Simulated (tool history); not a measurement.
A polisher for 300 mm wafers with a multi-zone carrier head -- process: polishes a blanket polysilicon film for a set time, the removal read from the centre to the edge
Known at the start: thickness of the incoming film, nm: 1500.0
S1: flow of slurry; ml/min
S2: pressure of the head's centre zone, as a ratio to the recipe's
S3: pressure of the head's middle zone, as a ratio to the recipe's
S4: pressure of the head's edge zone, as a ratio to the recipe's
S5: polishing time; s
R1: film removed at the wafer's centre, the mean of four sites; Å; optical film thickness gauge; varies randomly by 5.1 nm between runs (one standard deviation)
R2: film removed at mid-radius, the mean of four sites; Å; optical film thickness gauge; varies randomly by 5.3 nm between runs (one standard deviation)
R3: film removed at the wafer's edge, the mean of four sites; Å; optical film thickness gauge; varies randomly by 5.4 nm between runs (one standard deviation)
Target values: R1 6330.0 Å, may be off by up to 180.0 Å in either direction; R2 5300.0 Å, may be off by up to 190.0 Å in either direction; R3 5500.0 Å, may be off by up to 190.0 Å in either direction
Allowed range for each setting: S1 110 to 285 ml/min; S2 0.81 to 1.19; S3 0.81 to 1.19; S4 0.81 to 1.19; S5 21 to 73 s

run,hour,S1,S2,S3,S4,S5,R1,R2,R3
1,0.0,180,1.00,1.00,1.00,47,4758.3,4780.0,4650.8
2,7.3,145,1.00,1.00,1.00,47,4628.6,4644.4,4586.2
3,9.7,145,1.00,1.00,1.06,47,4647.2,4620.8,4735.0
4,14.2,145,1.00,1.00,1.06,51,5054.8,4924.1,5056.7
5,22.1,165,1.03,1.00,1.08,51,5259.3,5101.8,5224.8
6,29.6,180,1.07,0.98,1.08,51,5519.0,5182.6,5312.1
7,36.8,190,1.10,0.96,1.08,51,5802.5,4979.0,5230.3
8,43.7,205,1.11,0.96,1.09,51,5886.6,5114.9,5504.0
9,48.3,210,1.13,0.96,1.08,51,6021.5,5114.5,5379.8
10,54.5,215,1.14,0.96,1.08,51,6064.6,5167.6,5344.4
11,58.9,220,1.15,0.96,1.08,51,6092.2,5120.7,5395.6

Which of these 4 next moves meets every target?
A,63.3,210,1.17,0.98,1.08,52,?,?,?
B,63.3,200,1.17,1.01,1.14,49,?,?,?
C,63.3,240,1.07,1.03,1.18,50,?,?,?
D,63.3,225,1.11,1.02,1.11,51,?,?,?

move,R1,R2,R3
A,6386.5,5214.3,5479.8
B,5980.1,4986.0,5270.0
C,5708.8,5268.0,5550.8
D,5994.4,5299.0,5472.6
A: all results in spec
B: lands further from the targets than the last run did
C: lands further from the targets than the last run did
D: lands further from the targets than the last run did
The right move is A.

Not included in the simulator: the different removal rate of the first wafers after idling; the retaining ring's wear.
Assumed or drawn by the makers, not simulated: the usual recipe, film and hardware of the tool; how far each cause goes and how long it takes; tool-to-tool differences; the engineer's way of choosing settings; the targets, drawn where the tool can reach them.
